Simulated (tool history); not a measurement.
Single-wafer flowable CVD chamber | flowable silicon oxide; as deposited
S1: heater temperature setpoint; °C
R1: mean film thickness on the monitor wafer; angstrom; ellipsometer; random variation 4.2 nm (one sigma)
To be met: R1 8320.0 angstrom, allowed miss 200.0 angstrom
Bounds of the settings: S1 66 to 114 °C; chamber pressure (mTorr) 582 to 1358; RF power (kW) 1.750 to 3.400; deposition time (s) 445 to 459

run 1 hour=0.0 | S1=90 chamber_pressure_(mTorr)=970 RF_power_(kW)=2.575 deposition_time_(s)=445 | R1=5124.3
run 2 hour=1.7 | S1=90 chamber_pressure_(mTorr)=860 RF_power_(kW)=2.575 deposition_time_(s)=445 | R1=4581.1
run 3 hour=4.2 | S1=86 chamber_pressure_(mTorr)=861 RF_power_(kW)=2.575 deposition_time_(s)=445 | R1=5135.5
run 4 hour=10.8 | S1=86 chamber_pressure_(mTorr)=749 RF_power_(kW)=2.575 deposition_time_(s)=445 | R1=4408.2
run 5 hour=17.7 | S1=86 chamber_pressure_(mTorr)=749 RF_power_(kW)=2.275 deposition_time_(s)=445 | R1=4356.8
run 6 hour=22.3 | S1=82 chamber_pressure_(mTorr)=749 RF_power_(kW)=2.275 deposition_time_(s)=445 | R1=4854.7
run 7 hour=28.2 | S1=79 chamber_pressure_(mTorr)=762 RF_power_(kW)=2.280 deposition_time_(s)=445 | R1=5329.5
run 8 hour=32.3 | S1=77 chamber_pressure_(mTorr)=777 RF_power_(kW)=2.285 deposition_time_(s)=445 | R1=5707.5
run 9 hour=41.1 | S1=75 chamber_pressure_(mTorr)=791 RF_power_(kW)=2.290 deposition_time_(s)=445 | R1=6021.4
run 10 hour=44.4 | S1=66 chamber_pressure_(mTorr)=864 RF_power_(kW)=2.300 deposition_time_(s)=446 | R1=7913.9
run 11 hour=49.4 | S1=66 chamber_pressure_(mTorr)=873 RF_power_(kW)=2.300 deposition_time_(s)=446 | R1=8015.1

4 next moves are on the table. One of them brings every result within its allowed miss. Which?
run A hour=54.4 | S1=72 chamber_pressure_(mTorr)=977 RF_power_(kW)=1.795 deposition_time_(s)=459 | R1=?
run B hour=54.4 | S1=66 chamber_pressure_(mTorr)=826 RF_power_(kW)=2.620 deposition_time_(s)=448 | R1=?
run C hour=54.4 | S1=66 chamber_pressure_(mTorr)=871 RF_power_(kW)=2.440 deposition_time_(s)=456 | R1=?
run D hour=54.4 | S1=67 chamber_pressure_(mTorr)=892 RF_power_(kW)=2.195 deposition_time_(s)=447 | R1=?

move=A R1=7792.5
move=B R1=7767.8
move=C R1=8242.9
move=D R1=8004.2
A: further off than the last run
B: further off than the last run
C: meets every target
D: as far off as the last run
Move C is the one to make.
